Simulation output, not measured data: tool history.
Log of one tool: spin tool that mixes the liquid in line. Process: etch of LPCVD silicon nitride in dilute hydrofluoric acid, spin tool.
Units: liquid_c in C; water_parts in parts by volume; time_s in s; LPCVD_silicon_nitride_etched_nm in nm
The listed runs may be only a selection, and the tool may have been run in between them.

run  hour  liquid_c  water_parts  time_s  LPCVD_silicon_nitride_etched_nm
  1   0.0      25.0           50      80                          0.83841
  2   1.7      27.5           50      80                          0.97473
  3   9.7      29.0           50      80                          1.07570
  4  11.8      30.0           50      80                          1.13460
  5  18.4      31.0           50      80                          1.22480
  6  26.7      31.0           40      80                          1.51650
  7  31.4      30.5           40      80                          1.47940

What will run 8 give?
  8  36.1      30.5           40      80                                ?

{"run 8": {"LPCVD_silicon_nitride_etched_nm": 1.4896}}

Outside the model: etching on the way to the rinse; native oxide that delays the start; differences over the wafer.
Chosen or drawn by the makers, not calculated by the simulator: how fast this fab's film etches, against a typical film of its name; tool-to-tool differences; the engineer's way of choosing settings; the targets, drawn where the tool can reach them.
